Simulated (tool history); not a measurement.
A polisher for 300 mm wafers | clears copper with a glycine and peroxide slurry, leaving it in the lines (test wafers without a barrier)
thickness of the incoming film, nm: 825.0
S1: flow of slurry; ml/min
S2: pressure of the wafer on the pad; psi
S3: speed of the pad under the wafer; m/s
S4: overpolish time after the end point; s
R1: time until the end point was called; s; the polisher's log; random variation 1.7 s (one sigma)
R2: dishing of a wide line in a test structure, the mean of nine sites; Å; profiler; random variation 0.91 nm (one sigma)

Run 1, hour 0: S1 195 ml/min, S2 3.2 psi, S3 0.98 m/s, S4 15 s. Result: R1 154.06 s, R2 442.27 Å.
Run 2, hour 0.7: S1 160 ml/min, S2 3.2 psi, S3 0.98 m/s, S4 15 s. Result: R1 161.28 s, R2 452.15 Å.
Run 3, hour 5.4: S1 165 ml/min, S2 3.4 psi, S3 0.98 m/s, S4 14 s. Result: R1 153.21 s, R2 440.97 Å.
Run 4, hour 13.2: S1 165 ml/min, S2 3.4 psi, S3 0.84 m/s, S4 14 s. Result: R1 172 s, R2 417.23 Å.
Run 5, hour 17.9: S1 170 ml/min, S2 3.6 psi, S3 0.86 m/s, S4 13 s. Result: R1 157.97 s, R2 416.06 Å.
Run 6, hour 26.3: S1 170 ml/min, S2 3.6 psi, S3 0.86 m/s, S4 8 s. Result: R1 159.42 s, R2 268.06 Å.
Run 7, hour 31.7: S1 170 ml/min, S2 3.8 psi, S3 0.86 m/s, S4 8 s. Result: R1 148.19 s, R2 281.66 Å.
Run 8, hour 39.6: S1 170 ml/min, S2 4 psi, S3 0.86 m/s, S4 8 s. Result: R1 142.73 s, R2 296.2 Å.
Run 9, hour 47.4: S1 170 ml/min, S2 4.2 psi, S3 0.86 m/s, S4 8 s. Result: R1 136.76 s, R2 297.88 Å.
Run 10, hour 48: S1 170 ml/min, S2 4.3 psi, S3 0.88 m/s, S4 9 s. Result: R1 135.27 s, R2 350.08 Å.
Run 11, hour 55.4: S1 175 ml/min, S2 4.4 psi, S3 0.9 m/s, S4 9 s. Result: R1 132.26 s, R2 352.89 Å.

Run 12 comes next. What will it give?
Run 12, hour 60.7: S1 175 ml/min, S2 5 psi, S3 1.04 m/s, S4 11 s. Result: R1 ?, R2 ?.

{"run 12": {"R1": 103.14, "R2": 500.09}}

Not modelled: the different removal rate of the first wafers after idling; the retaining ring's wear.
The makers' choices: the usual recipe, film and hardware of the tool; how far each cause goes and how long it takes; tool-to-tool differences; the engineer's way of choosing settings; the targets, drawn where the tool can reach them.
